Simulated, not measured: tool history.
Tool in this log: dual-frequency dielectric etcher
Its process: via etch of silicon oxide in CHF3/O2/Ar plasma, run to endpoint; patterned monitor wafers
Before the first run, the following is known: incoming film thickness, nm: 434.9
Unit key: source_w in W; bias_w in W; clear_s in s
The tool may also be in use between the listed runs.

run	day	source_w	bias_w	clear_s
1	0.000	760	179	184.41
2	0.267	700	176	187.82
3	0.521	700	160	196.12
4	0.642	660	158	200.36
5	0.925	600	158	203.62
6	1.288	580	157	205.27
7	1.471	560	156	207.31

Run 8 comes next. What will it give?
8	1.558	550	155	?

For run 8 the tool returned clear_s 207.38 s.

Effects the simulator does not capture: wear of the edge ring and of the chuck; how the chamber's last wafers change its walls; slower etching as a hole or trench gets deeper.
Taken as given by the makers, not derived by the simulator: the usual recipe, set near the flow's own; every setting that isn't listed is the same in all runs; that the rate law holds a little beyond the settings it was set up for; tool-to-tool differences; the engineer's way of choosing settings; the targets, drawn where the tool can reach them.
